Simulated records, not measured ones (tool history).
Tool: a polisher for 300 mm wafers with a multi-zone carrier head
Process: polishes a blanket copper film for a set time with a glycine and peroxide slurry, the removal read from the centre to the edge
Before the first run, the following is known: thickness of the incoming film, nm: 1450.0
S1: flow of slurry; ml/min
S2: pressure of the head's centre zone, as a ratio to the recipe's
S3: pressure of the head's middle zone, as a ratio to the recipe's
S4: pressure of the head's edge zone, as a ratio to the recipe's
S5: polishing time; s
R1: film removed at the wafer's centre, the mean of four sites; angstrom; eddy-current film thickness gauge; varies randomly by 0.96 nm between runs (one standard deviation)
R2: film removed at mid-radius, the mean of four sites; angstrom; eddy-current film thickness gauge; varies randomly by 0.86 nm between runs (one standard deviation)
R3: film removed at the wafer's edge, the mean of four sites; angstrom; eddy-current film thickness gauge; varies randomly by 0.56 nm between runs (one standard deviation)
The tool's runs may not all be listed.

run,day,S1,S2,S3,S4,S5,R1,R2,R3
1,0,250,1,1,1,39,1122.9,1203.2,1146.8
2,0.192,315,1,1,1,39,1176.8,1215.6,1162.3
3,0.425,315,0.99,0.98,0.99,37,1121.7,1122.3,1090.9
4,0.475,315,1.03,0.98,0.99,37,1157.8,1107.3,1093.8
5,0.7,270,1.03,0.98,0.99,37,1139.6,1105.4,1089.5
6,0.821,270,1.03,0.98,0.99,30,881.45,890.56,885.27
7,0.917,265,1.02,0.97,0.98,30,901.99,880.42,882.91
8,0.962,260,1.01,0.96,0.98,30,892.81,883.83,876.29
9,1.042,255,1,0.95,0.98,30,868.68,886.43,885.36
10,1.15,255,1,0.94,0.98,30,866.33,854.61,888.08

Run 11 has not been measured yet. What should we expect?
11,1.483,255,0.99,0.93,0.97,30,?,?,?

{"run 11": {"R1": 860.23, "R2": 850.95, "R3": 872.64}}
